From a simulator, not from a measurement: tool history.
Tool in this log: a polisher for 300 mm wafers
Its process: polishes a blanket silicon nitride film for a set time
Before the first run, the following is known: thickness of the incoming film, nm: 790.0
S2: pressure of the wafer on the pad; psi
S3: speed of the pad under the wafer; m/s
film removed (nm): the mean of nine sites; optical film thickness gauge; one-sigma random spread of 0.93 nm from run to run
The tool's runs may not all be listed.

{"run": 1, "hour": 0.0, "flow of slurry (ml/min)": 255, "S2": 2.9, "S3": 1.38, "polishing time (s)": 46, "film removed (nm)": 80.879}
{"run": 2, "hour": 2.9, "flow of slurry (ml/min)": 255, "S2": 2.2, "S3": 1.38, "polishing time (s)": 46, "film removed (nm)": 61.829}
{"run": 3, "hour": 10.3, "flow of slurry (ml/min)": 225, "S2": 2.2, "S3": 1.38, "polishing time (s)": 46, "film removed (nm)": 61.386}
{"run": 4, "hour": 17.4, "flow of slurry (ml/min)": 225, "S2": 2.4, "S3": 1.38, "polishing time (s)": 46, "film removed (nm)": 66.737}
{"run": 5, "hour": 21.2, "flow of slurry (ml/min)": 225, "S2": 2.6, "S3": 1.38, "polishing time (s)": 46, "film removed (nm)": 71.662}
{"run": 6, "hour": 29.1, "flow of slurry (ml/min)": 225, "S2": 2.9, "S3": 1.38, "polishing time (s)": 46, "film removed (nm)": 79.568}
{"run": 7, "hour": 30.7, "flow of slurry (ml/min)": 255, "S2": 3.7, "S3": 1.4, "polishing time (s)": 46, "film removed (nm)": 102.29}

Expected results for the next run?
{"run": 8, "hour": 38.9, "flow of slurry (ml/min)": 255, "S2": 3.8, "S3": 1.4, "polishing time (s)": 46, "film removed (nm)": "?"}

{"run 8": {"film removed (nm)": 106.7}}
